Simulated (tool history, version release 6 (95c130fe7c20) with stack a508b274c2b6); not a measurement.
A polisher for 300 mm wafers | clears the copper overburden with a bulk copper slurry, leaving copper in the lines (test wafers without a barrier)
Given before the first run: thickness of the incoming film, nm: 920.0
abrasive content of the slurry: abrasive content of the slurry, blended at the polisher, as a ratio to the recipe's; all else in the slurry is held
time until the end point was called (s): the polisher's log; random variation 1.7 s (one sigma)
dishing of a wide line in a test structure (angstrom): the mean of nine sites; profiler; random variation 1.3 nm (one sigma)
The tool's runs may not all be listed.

run,hour,flow of slurry (ml/min),pressure of the wafer on the pad (kPa),speed of the pad under the wafer (cm/s),abrasive content of the slurry,overpolish time after the end point (s),time until the end point was called (s),dishing of a wide line in a test structure (angstrom)
1,0,260,15.9,116,1,23,123.64,1027.5
2,6.4,260,18.6,116,1,23,107.08,1105.5
3,9.3,260,21.4,116,1,23,98.169,1245.4
4,10.6,225,21.4,116,1,23,97.473,1232
5,11.6,225,21.4,116,1.15,23,92.765,1265.3
6,12.8,225,21.4,116,1.15,17,93.306,1026.7

Run 7 is up next; what results do you expect?
7,18.6,230,17.2,136,1.15,7,?,?

Run 7 gave time until the end point was called (s) 97.516, dishing of a wide line in a test structure (angstrom) 505.1.

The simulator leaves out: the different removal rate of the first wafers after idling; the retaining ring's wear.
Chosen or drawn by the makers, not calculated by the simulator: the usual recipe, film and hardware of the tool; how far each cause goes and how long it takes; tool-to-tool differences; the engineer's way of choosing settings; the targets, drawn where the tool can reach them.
